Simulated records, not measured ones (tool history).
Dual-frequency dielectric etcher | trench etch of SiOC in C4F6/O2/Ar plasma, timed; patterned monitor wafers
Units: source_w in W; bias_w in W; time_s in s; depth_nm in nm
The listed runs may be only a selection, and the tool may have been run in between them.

run  hour  source_w  bias_w  time_s  depth_nm
  1     0       460     214       9    21.034
  2   7.2       510     214       9    21.649
  3  10.2       470     210       9    21.251
  4  11.5       470     223       9    21.446
  5  20.2       440     219       9    20.972
  6  22.9       440     248       9    21.649

Expected results for the next run?
  7  26.1       410     242       9         ?

depth_nm: 21.004 nm
